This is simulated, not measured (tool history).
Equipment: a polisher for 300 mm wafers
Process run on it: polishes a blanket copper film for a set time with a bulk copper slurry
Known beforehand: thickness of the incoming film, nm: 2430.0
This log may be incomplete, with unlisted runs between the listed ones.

run  hour  flow of slurry (ml/min)  pressure of the wafer on the pad (psi)  speed of the pad under the wafer (m/s)  abrasive content of the slurry  polishing time (s)  film removed (nm)
  1     0                      125                                     3.1                                    0.88                               1                  27             283.81
  2   8.9                      125                                     3.1                                    1.02                               1                  27             322.93
  3  17.6                      125                                     3.7                                    1.02                               1                  27             382.91
  4  25.4                      115                                     2.9                                    0.92                               1                  27             277.64
  5  29.2                      115                                     2.4                                    0.82                               1                  27             210.09
  6  36.9                       90                                     2.4                                    0.82                               1                  27             201.67
  7  45.8                       90                                     2.1                                     0.8                               1                  27              179.7
  8  53.8                       90                                     1.9                                     0.8                               1                  27             162.47

Run 9, settings as shown, results not yet in. Your forecast:
  9  58.3                       90                                     1.8                                     0.8                               1                  27                  ?

{"run 9": {"film removed (nm)": 153.26}}

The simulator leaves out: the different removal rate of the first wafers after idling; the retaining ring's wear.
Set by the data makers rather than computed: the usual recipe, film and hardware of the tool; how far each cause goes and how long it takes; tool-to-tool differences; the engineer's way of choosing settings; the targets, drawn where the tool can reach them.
